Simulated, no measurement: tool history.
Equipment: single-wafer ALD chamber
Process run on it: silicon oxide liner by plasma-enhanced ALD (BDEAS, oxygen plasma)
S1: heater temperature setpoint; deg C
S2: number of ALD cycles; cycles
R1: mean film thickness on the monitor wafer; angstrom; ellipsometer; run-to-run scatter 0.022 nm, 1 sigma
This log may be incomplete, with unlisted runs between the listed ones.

Run 1, hour 0.0: S1 325 deg C, S2 48 cycles. Result: R1 42.319 angstrom.
Run 2, hour 6.8: S1 324 deg C, S2 50 cycles. Result: R1 43.868 angstrom.
Run 3, hour 13.3: S1 329 deg C, S2 50 cycles. Result: R1 43.287 angstrom.
Run 4, hour 21.1: S1 325 deg C, S2 51 cycles. Result: R1 44.634 angstrom.
Run 5, hour 27.4: S1 325 deg C, S2 46 cycles. Result: R1 40.369 angstrom.
Run 6, hour 29.9: S1 325 deg C, S2 51 cycles. Result: R1 44.572 angstrom.

The next listed run, before its measurement:
Run 7, hour 35.1: S1 321 deg C, S2 59 cycles. Result: R1 ?.

R1: 51.865 angstrom

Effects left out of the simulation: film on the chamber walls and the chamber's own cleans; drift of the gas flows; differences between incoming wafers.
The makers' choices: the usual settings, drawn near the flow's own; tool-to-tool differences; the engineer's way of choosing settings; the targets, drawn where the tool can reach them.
